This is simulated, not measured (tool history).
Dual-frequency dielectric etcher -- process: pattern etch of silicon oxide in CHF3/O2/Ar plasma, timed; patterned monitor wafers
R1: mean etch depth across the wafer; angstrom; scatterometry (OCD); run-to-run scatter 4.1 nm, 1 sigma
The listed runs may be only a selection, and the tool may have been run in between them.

{"run": 1, "hour": 0.0, "source power (kW)": 0.63, "bias power (kW)": 0.198, "etch time (s)": 680.5, "R1": 14193}
{"run": 2, "hour": 8.5, "source power (kW)": 0.58, "bias power (kW)": 0.198, "etch time (s)": 680.5, "R1": 13740}
{"run": 3, "hour": 13.7, "source power (kW)": 0.58, "bias power (kW)": 0.219, "etch time (s)": 680.5, "R1": 14283}
{"run": 4, "hour": 17.7, "source power (kW)": 0.58, "bias power (kW)": 0.219, "etch time (s)": 680.5, "R1": 14290}
{"run": 5, "hour": 23.8, "source power (kW)": 0.55, "bias power (kW)": 0.218, "etch time (s)": 680.5, "R1": 13931}
{"run": 6, "hour": 25.5, "source power (kW)": 0.65, "bias power (kW)": 0.218, "etch time (s)": 680.5, "R1": 14988}
{"run": 7, "hour": 27.9, "source power (kW)": 0.61, "bias power (kW)": 0.217, "etch time (s)": 680.5, "R1": 14467}
{"run": 8, "hour": 31.2, "source power (kW)": 0.58, "bias power (kW)": 0.216, "etch time (s)": 680.5, "R1": 14244}
{"run": 9, "hour": 36.8, "source power (kW)": 0.55, "bias power (kW)": 0.215, "etch time (s)": 680.5, "R1": 13853}
{"run": 10, "hour": 44.3, "source power (kW)": 0.53, "bias power (kW)": 0.214, "etch time (s)": 680.5, "R1": 13641}
{"run": 11, "hour": 47.8, "source power (kW)": 0.52, "bias power (kW)": 0.214, "etch time (s)": 680.5, "R1": 13509}
{"run": 12, "hour": 55.7, "source power (kW)": 0.51, "bias power (kW)": 0.214, "etch time (s)": 680.5, "R1": 13394}
{"run": 13, "hour": 60.5, "source power (kW)": 0.5, "bias power (kW)": 0.214, "etch time (s)": 680.5, "R1": 13295}
{"hour": 65.2, "done": "wet clean of the chamber"}
{"run": 14, "hour": 65.2, "source power (kW)": 0.49, "bias power (kW)": 0.214, "etch time (s)": 680.5, "R1": 13776}

Run 15 has not been measured yet. What should we expect?
{"run": 15, "hour": 72.2, "source power (kW)": 0.47, "bias power (kW)": 0.21, "etch time (s)": 680.5, "R1": "?"}

{"run 15": {"R1": 13426}}

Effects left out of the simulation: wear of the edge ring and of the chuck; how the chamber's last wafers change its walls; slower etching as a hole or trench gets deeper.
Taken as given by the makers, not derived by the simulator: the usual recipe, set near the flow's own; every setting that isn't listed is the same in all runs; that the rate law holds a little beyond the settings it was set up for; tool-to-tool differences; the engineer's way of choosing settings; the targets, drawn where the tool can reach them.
